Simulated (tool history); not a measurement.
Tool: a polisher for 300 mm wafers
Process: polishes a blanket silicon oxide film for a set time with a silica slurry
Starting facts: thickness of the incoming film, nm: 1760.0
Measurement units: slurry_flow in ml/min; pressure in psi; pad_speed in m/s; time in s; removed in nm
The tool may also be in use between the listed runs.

run	day	slurry_flow	pressure	pad_speed	slurry_solids	time	removed
1	0	200	5.1	1.42	1	37	157.92
2	0.046	200	4.6	1.4	1	37	138.69
3	0.246	220	4.6	1.4	1	37	144.73
4	0.488	215	4.2	1.38	1	37	130.8
5	0.833	215	4.2	1.38	1	37	130.62
6	0.942	210	3.9	1.38	1	37	118.56
7	1.154	195	2.6	1.34	1	37	79.095
8	1.5	200	2.6	1.34	1	37	80.203

What will run 9 give?
9	1.871	205	2.6	1.34	1	37	?

{"run 9": {"removed": 80.25}}

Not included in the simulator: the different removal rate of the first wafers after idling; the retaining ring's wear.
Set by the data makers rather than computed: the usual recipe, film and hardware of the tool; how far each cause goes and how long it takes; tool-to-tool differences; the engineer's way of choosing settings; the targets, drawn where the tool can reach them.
